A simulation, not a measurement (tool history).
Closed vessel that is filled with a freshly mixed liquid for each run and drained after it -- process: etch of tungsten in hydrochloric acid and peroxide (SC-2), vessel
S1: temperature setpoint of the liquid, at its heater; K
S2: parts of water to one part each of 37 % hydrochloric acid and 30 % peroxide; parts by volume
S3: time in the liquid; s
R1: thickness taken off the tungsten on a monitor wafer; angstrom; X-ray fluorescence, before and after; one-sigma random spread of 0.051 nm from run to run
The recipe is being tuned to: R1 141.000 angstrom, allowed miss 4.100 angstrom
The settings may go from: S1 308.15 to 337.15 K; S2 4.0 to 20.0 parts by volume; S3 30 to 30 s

{"run": 1, "day": 0.0, "S1": 321.15, "S2": 11.0, "S3": 30, "R1": 84.102}
{"run": 2, "day": 0.296, "S1": 323.15, "S2": 11.0, "S3": 30, "R1": 95.529}
{"run": 3, "day": 0.404, "S1": 317.65, "S2": 11.0, "S3": 30, "R1": 66.126}
{"run": 4, "day": 0.608, "S1": 317.65, "S2": 8.5, "S3": 30, "R1": 81.354}
{"run": 5, "day": 0.712, "S1": 320.15, "S2": 8.5, "S3": 30, "R1": 96.986}
{"run": 6, "day": 0.858, "S1": 321.65, "S2": 8.5, "S3": 30, "R1": 107.32}
{"run": 7, "day": 1.167, "S1": 322.65, "S2": 8.5, "S3": 30, "R1": 115.44}
{"run": 8, "day": 1.483, "S1": 323.65, "S2": 8.5, "S3": 30, "R1": 122.33}
{"run": 9, "day": 1.579, "S1": 324.15, "S2": 8.5, "S3": 30, "R1": 126.98}

Next run, 5 choices. One meets every target within its allowed miss, the rest don't. Which?
{"run": "A", "day": 1.675, "S1": 325.65, "S2": 8.5, "S3": 30, "R1": "?"}
{"run": "B", "day": 1.675, "S1": 321.15, "S2": 7.0, "S3": 30, "R1": "?"}
{"run": "C", "day": 1.675, "S1": 325.65, "S2": 8.0, "S3": 30, "R1": "?"}
{"run": "D", "day": 1.675, "S1": 324.15, "S2": 7.0, "S3": 30, "R1": "?"}
{"run": "E", "day": 1.675, "S1": 325.15, "S2": 11.0, "S3": 30, "R1": "?"}

move=A R1=139.690
move=B R1=120.780
move=C R1=146.680
move=D R1=147.620
move=E R1=109.180
A: every result lands within tolerance
B: its largest miss is bigger than the last run's
C: the result that was furthest off in the last run now lies on the other side of its target
D: the result that was furthest off in the last run now lies on the other side of its target
E: its largest miss is bigger than the last run's
Go with A: it meets all targets.
